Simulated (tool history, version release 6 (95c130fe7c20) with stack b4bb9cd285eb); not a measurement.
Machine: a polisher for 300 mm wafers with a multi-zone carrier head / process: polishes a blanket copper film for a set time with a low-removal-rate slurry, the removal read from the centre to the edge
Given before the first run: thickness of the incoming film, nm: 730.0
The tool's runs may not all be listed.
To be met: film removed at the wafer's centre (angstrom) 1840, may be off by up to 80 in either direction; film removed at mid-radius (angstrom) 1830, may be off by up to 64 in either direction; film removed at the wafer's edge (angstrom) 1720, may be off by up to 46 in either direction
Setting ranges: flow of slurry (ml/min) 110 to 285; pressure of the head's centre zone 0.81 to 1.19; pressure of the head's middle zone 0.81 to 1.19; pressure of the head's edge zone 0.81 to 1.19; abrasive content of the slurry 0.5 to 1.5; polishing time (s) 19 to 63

run,hour,flow of slurry (ml/min),pressure of the head's centre zone,pressure of the head's middle zone,pressure of the head's edge zone,abrasive content of the slurry,polishing time (s),film removed at the wafer's centre (angstrom),film removed at mid-radius (angstrom),film removed at the wafer's edge (angstrom)
1,0,180,1,1,1,1,41,1319.6,1377.1,1326
2,3.8,180,1,0.93,1,1,41,1334.1,1293.3,1338.1
3,8.2,180,1,0.93,1,1,32,1083.4,993.99,1053.9
4,15.9,195,1.03,0.96,1.03,1.1,35,1220.2,1168.2,1196.3
5,22.7,195,1.03,0.96,1.03,1.1,29,1031.5,974.01,996.92
6,25.6,195,0.98,0.96,1.03,1.1,29,967.42,981.13,984.18
7,32.6,205,1.02,0.98,1.05,1.2,33,1181.9,1156.2,1161.2
8,38.6,210,1.04,1.01,1.07,1.25,35,1303.8,1264.4,1241.1
9,42.4,215,1.04,1.03,1.09,1.3,37,1398,1396.7,1351.2
10,48.3,250,1.13,1.1,1.19,1.5,42,1796.7,1718.3,1682.6
11,49.7,255,1.13,1.11,1.19,1.5,42,1820.1,1745,1666.4
12,55,255,1.12,1.11,1.19,1.5,42,1776.4,1750.7,1659.3

5 next moves are on the table. One of them brings every result within its allowed miss. Which?
A,60.3,230,1.12,1.14,1.19,1.5,44,?,?,?
B,60.3,255,1.12,1.12,1.18,1.4,41,?,?,?
C,60.3,285,1.17,1.18,1.14,1.45,41,?,?,?
D,60.3,285,1.1,1.19,1.07,1.3,45,?,?,?
E,60.3,255,1.16,1.12,1.12,1.5,41,?,?,?

move,film removed at the wafer's centre (angstrom),film removed at mid-radius (angstrom),film removed at the wafer's edge (angstrom)
A,1858.2,1870.4,1728.4
B,1728.6,1711.7,1595.7
C,1845.6,1825.9,1598
D,1858.5,1971.6,1667.6
E,1818.4,1737.8,1584.9
A: all results in spec
B: further off than the last run
C: further off than the last run
D: further off than the last run
E: further off than the last run
A meets every target.
